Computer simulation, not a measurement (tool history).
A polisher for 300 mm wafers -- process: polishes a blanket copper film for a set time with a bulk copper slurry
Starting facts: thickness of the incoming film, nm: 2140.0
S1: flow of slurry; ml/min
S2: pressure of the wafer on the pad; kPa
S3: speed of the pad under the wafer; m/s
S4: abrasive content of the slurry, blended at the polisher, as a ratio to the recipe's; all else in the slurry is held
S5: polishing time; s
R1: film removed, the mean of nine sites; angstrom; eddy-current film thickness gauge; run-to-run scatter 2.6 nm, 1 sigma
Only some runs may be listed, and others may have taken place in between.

| run | hour | S1 | S2 | S3 | S4 | S5 | R1 |
|---|---|---|---|---|---|---|---|
| 1 | 0.0 | 205 | 18.6 | 1.22 | 1.0 | 21 | 2753.2 |
| 2 | 5.8 | 210 | 19.3 | 1.22 | 1.0 | 21 | 2825.8 |
| 3 | 12.7 | 210 | 20.7 | 1.22 | 1.0 | 21 | 3015.5 |
| 4 | 15.9 | 210 | 20.7 | 0.92 | 1.0 | 21 | 2502.3 |
| 5 | 21.1 | 210 | 21.4 | 0.92 | 1.0 | 21 | 2563.1 |
| 6 | 27.0 | 210 | 22.1 | 0.92 | 1.0 | 21 | 2613.8 |
| 7 | 28.2 | 210 | 22.8 | 0.92 | 1.0 | 21 | 2698.1 |

Run 8, settings as shown, results not yet in. Your forecast:
| 8 | 36.8 | 215 | 23.4 | 0.92 | 1.0 | 21 | ? |

R1: 2775.9 angstrom

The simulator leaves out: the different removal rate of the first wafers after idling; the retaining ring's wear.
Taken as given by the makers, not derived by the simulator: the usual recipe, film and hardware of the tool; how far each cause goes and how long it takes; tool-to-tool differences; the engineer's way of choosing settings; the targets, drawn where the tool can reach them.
